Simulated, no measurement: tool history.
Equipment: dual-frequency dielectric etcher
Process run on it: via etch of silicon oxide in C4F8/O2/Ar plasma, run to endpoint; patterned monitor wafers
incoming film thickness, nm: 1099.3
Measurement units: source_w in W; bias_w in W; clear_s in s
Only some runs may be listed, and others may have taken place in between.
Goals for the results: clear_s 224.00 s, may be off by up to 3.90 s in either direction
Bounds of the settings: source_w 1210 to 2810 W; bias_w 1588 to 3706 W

Run 1, hour 0.0: source_w 2010 W, bias_w 2647 W. Result: clear_s 189.24 s.
Run 2, hour 4.2: source_w 1880 W, bias_w 2604 W. Result: clear_s 193.52 s.
Run 3, hour 5.8: source_w 1880 W, bias_w 2820 W. Result: clear_s 189.20 s.
Run 4, hour 6.5: source_w 1880 W, bias_w 2436 W. Result: clear_s 198.70 s.
Run 5, hour 8.1: source_w 1880 W, bias_w 2833 W. Result: clear_s 188.83 s.
Run 6, hour 10.1: source_w 1630 W, bias_w 2833 W. Result: clear_s 198.02 s.
Run 7, hour 13.3: source_w 1560 W, bias_w 2764 W. Result: clear_s 202.67 s.
Run 8, hour 17.4: source_w 1500 W, bias_w 2713 W. Result: clear_s 205.99 s.

Which of these 4 next moves meets every target?
Run A, hour 21.5: source_w 1370 W, bias_w 2606 W. Result: clear_s ?.
Run B, hour 21.5: source_w 1260 W, bias_w 2540 W. Result: clear_s ?.
Run C, hour 21.5: source_w 1560 W, bias_w 2312 W. Result: clear_s ?.
Run D, hour 21.5: source_w 1330 W, bias_w 2858 W. Result: clear_s ?.

move  clear_s
   A   213.15
   B   220.95
   C   213.23
   D   208.10
A: moves toward the targets from the last run without getting all of them in spec
B: all results land within tolerance of their targets
C: moves toward the targets from the last run without getting all of them in spec
D: moves toward the targets from the last run without getting all of them in spec
Move B is the one to make.
